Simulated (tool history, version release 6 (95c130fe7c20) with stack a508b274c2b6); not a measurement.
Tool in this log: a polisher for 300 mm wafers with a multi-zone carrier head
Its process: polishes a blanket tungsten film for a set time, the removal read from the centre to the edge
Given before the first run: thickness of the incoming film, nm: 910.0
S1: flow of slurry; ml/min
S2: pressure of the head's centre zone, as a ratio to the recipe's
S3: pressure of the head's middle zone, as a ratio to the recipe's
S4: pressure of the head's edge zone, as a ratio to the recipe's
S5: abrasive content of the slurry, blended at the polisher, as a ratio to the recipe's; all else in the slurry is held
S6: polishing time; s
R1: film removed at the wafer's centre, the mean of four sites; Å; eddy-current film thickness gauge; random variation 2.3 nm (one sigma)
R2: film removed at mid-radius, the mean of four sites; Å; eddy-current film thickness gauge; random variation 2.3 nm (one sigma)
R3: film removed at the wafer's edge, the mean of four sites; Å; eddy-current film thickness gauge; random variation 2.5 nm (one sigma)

run	hour	S1	S2	S3	S4	S5	S6	R1	R2	R3
1	0	195	1	1	1	1	79	2347.2	2323.2	2322.1
2	2.9	200	1.01	1.02	1.02	1.05	80	2430.8	2385.3	2366
3	10.5	200	1.01	1.02	0.98	1.05	80	2423.1	2401.4	2361.9
4	13.6	200	1.01	1.02	0.93	1.05	80	2440.1	2425.1	2321.4
# hour 18: worn pad replaced by a new one
5	18	200	1.01	0.97	0.93	1.05	80	2755.6	2609	2615
6	19.2	210	1	0.97	0.92	1.1	80	2772.2	2691	2683
7	24.7	220	1	0.97	0.91	1.15	80	2831.9	2692.8	2687.1
8	32.9	225	1	0.98	0.9	1.2	81	2884.3	2777.8	2776.8
9	35	230	1	0.99	0.89	1.25	82	2981.1	2915.1	2792.1
10	35.7	235	1	0.99	0.88	1.3	82	3004.6	2936.1	2819.7
11	42.5	240	1	0.99	0.87	1.3	83	3070.7	2965.4	2864.7

For run 12, what comes out?
12	44.8	240	1	0.99	0.86	1.3	84	?	?	?

{"run 12": {"R1": 3103.7, "R2": 3018.1, "R3": 2874.7}}
